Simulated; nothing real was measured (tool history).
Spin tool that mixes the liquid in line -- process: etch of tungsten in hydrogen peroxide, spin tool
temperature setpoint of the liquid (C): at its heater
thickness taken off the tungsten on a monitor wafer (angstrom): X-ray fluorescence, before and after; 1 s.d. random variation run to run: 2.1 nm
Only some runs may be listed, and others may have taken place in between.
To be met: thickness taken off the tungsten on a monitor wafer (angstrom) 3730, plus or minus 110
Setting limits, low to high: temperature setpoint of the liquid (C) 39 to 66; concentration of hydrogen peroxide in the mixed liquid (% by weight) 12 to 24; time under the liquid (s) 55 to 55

run	hour	temperature setpoint of the liquid (C)	concentration of hydrogen peroxide in the mixed liquid (% by weight)	time under the liquid (s)	thickness taken off the tungsten on a monitor wafer (angstrom)
1	0	55	16	55	1808.4
2	5.6	55	18.5	55	1947.8
3	13.2	57	18.5	55	2215
4	17.6	61.5	18.5	55	2857.8
5	18.4	61.5	20.5	55	3014.8
6	21.1	61.5	17.5	55	2807.9
7	29.5	62.5	17.5	55	2916.1
8	33.3	63	18	55	3073.2
9	37.6	63.5	18	55	3136
10	38.6	64	18	55	3237.1
11	39.6	64.5	18	55	3318.7
12	42.8	65	18	55	3426.5
13	50.5	65	18	55	3452.5
14	56.1	65.5	18.5	55	3545.7

Which single option among these 5 for the next run brings every result within its allowed miss of target? Just one does.
A	61.7	63	20	55	?
B	61.7	65.5	20.5	55	?
C	61.7	64.5	18	55	?
D	61.7	64.5	19	55	?
E	61.7	66	16.5	55	?

move	thickness taken off the tungsten on a monitor wafer (angstrom)
A	3238.8
B	3772.5
C	3343.1
D	3434.7
E	3479.8
A: misses by more than the last run did
B: hits every target within its allowed miss
C: misses by more than the last run did
D: misses by more than the last run did
E: misses by more than the last run did
B meets every target.
